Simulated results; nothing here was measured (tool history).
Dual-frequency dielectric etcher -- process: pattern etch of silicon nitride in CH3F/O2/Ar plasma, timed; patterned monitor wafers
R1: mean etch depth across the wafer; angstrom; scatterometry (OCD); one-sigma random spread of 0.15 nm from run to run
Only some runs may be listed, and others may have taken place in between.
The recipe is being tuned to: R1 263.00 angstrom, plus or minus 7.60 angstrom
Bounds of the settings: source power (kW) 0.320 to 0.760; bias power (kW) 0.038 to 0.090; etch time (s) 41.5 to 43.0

run 1 hour=0.0 | source_power_(kW)=0.540 bias_power_(kW)=0.064 etch_time_(s)=41.5 | R1=302.33
run 2 hour=2.9 | source_power_(kW)=0.540 bias_power_(kW)=0.055 etch_time_(s)=41.5 | R1=289.44
run 3 hour=7.8 | source_power_(kW)=0.520 bias_power_(kW)=0.054 etch_time_(s)=41.5 | R1=282.57
run 4 hour=13.5 | source_power_(kW)=0.520 bias_power_(kW)=0.054 etch_time_(s)=41.5 | R1=281.42
run 5 hour=14.7 | source_power_(kW)=0.520 bias_power_(kW)=0.054 etch_time_(s)=43.0 | R1=291.78
run 6 hour=20.4 | source_power_(kW)=0.500 bias_power_(kW)=0.053 etch_time_(s)=43.0 | R1=284.55
run 7 hour=22.4 | source_power_(kW)=0.410 bias_power_(kW)=0.049 etch_time_(s)=43.0 | R1=249.71
run 8 hour=30.9 | source_power_(kW)=0.420 bias_power_(kW)=0.049 etch_time_(s)=43.0 | R1=249.29
run 9 hour=33.7 | source_power_(kW)=0.490 bias_power_(kW)=0.053 etch_time_(s)=43.0 | R1=283.47
run 10 hour=41.9 | source_power_(kW)=0.480 bias_power_(kW)=0.053 etch_time_(s)=43.0 | R1=280.77
run 11 hour=47.2 | source_power_(kW)=0.470 bias_power_(kW)=0.053 etch_time_(s)=43.0 | R1=274.49

Which single option among these 5 for the next run brings every result within its allowed miss of target? Just one does.
run A hour=52.5 | source_power_(kW)=0.440 bias_power_(kW)=0.050 etch_time_(s)=41.5 | R1=?
run B hour=52.5 | source_power_(kW)=0.480 bias_power_(kW)=0.061 etch_time_(s)=42.5 | R1=?
run C hour=52.5 | source_power_(kW)=0.440 bias_power_(kW)=0.047 etch_time_(s)=41.5 | R1=?
run D hour=52.5 | source_power_(kW)=0.470 bias_power_(kW)=0.048 etch_time_(s)=42.5 | R1=?
run E hour=52.5 | source_power_(kW)=0.480 bias_power_(kW)=0.059 etch_time_(s)=43.0 | R1=?

move=A R1=250.89
move=B R1=287.44
move=C R1=246.39
move=D R1=264.26
move=E R1=287.86
A: moves the result that the last run missed by most past its target, out the other side
B: its largest miss is bigger than the last run's
C: moves the result that the last run missed by most past its target, out the other side
D: every result within its allowed miss
E: its largest miss is bigger than the last run's
The right move is D.

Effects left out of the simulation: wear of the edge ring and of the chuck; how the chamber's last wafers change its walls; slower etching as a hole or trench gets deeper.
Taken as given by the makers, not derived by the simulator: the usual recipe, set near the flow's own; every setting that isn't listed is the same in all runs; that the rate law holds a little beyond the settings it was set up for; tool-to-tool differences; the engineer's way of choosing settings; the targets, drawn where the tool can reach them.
